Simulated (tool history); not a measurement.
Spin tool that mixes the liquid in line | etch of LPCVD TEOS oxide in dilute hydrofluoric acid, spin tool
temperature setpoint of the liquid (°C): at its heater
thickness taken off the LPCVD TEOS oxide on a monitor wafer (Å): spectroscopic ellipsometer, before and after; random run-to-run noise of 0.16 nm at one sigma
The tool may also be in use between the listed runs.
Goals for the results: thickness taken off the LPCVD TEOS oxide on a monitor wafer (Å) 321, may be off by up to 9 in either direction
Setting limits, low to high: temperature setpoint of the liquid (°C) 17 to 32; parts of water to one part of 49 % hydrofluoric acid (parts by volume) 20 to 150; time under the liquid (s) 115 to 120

run  hour  temperature setpoint of the liquid (°C)  parts of water to one part of 49 % hydrofluoric acid (parts by volume)  time under the liquid (s)  thickness taken off the LPCVD TEOS oxide on a monitor wafer (Å)
  1     0                                       24                                                                      85                        115                                                           519.54
  2   6.1                                       23                                                                      90                        115                                                           467.46
  3  14.8                                       23                                                                      90                        120                                                            488.8
  4    19                                       22                                                                      90                        120                                                           468.26
  5  25.7                                       21                                                                      90                        120                                                           445.27
  6    29                                     20.5                                                                      90                        120                                                           437.96
  7  36.2                                       20                                                                      90                        120                                                           432.01
  8  43.5                                     19.5                                                                      90                        120                                                            420.7
  9  49.6                                       19                                                                      90                        120                                                           413.96
 10    57                                     18.5                                                                      90                        120                                                           406.82
 11  64.1                                     17.5                                                                     100                        120                                                           343.89
 12  69.7                                       17                                                                     100                        120                                                           337.93

Next run, 5 choices. One meets every target within its allowed miss, the rest don't. Which?
  A  75.3                                       17                                                                     105                        120                                                                ?
  B  75.3                                     17.5                                                                      95                        115                                                                ?
  C  75.3                                       17                                                                      95                        120                                                                ?
  D  75.3                                       18                                                                      95                        115                                                                ?
  E  75.3                                       18                                                                     100                        120                                                                ?

move  thickness taken off the LPCVD TEOS oxide on a monitor wafer (Å)
   A                                                           318.75
   B                                                           348.42
   C                                                           355.98
   D                                                           355.82
   E                                                           350.85
A: each result inside its tolerance
B: lands further from the targets than the last run did
C: lands further from the targets than the last run did
D: lands further from the targets than the last run did
E: lands further from the targets than the last run did
The right move is A.

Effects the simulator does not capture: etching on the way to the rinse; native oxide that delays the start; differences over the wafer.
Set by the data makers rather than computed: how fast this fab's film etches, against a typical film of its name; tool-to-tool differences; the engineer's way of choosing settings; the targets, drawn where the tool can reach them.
